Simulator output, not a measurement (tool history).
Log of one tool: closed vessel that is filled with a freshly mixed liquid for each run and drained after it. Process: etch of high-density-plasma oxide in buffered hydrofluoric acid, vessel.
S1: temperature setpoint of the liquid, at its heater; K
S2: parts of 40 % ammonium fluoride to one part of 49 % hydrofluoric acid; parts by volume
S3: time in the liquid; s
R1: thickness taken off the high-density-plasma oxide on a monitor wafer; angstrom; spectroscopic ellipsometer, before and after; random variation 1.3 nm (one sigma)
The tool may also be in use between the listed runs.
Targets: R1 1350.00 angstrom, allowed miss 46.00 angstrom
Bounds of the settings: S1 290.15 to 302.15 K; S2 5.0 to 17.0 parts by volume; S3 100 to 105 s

run	day	S1	S2	S3	R1
1	0.000	294.15	10.5	100	925.99
2	0.317	294.15	10.5	100	927.04
3	0.629	296.15	10.5	100	1026.20
4	0.688	298.15	10.5	100	1161.60
5	0.783	298.15	13.0	100	940.78
6	0.975	300.15	13.0	100	1053.40
7	1.312	300.65	12.5	100	1108.00
8	1.350	301.15	12.0	100	1219.00
9	1.596	301.65	12.0	100	1227.80
10	1.962	301.65	11.5	100	1277.00

Which of these 4 next moves meets every target?
A	2.329	301.65	12.0	100	?
B	2.329	299.65	9.5	100	?
C	2.329	300.65	9.5	100	?
D	2.329	301.65	12.5	100	?

move	R1
A	1220.80
B	1353.50
C	1427.80
D	1173.10
A: further off than the last run
B: meets every target
C: takes the result that was furthest off past its target
D: further off than the last run
Answer: B
